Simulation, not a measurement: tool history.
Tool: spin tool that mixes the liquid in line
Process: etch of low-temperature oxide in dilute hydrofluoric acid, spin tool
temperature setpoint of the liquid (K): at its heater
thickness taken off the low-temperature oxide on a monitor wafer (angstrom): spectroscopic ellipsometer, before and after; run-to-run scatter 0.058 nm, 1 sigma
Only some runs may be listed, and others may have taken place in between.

run,day,temperature setpoint of the liquid (K),parts of water to one part of 49 % hydrofluoric acid (parts by volume),time under the liquid (s),thickness taken off the low-temperature oxide on a monitor wafer (angstrom)
1,0.000,298.15,80,60,111.530
2,0.288,296.15,85,60,95.174
3,0.388,294.65,85,60,91.078
4,0.704,291.15,85,60,78.099
5,1.083,290.65,90,60,71.808
6,1.296,290.65,90,40,47.254

Run 7 is up next; what results do you expect?
7,1.617,292.15,90,40,?

{"run 7": {"thickness taken off the low-temperature oxide on a monitor wafer (angstrom)": 50.704}}

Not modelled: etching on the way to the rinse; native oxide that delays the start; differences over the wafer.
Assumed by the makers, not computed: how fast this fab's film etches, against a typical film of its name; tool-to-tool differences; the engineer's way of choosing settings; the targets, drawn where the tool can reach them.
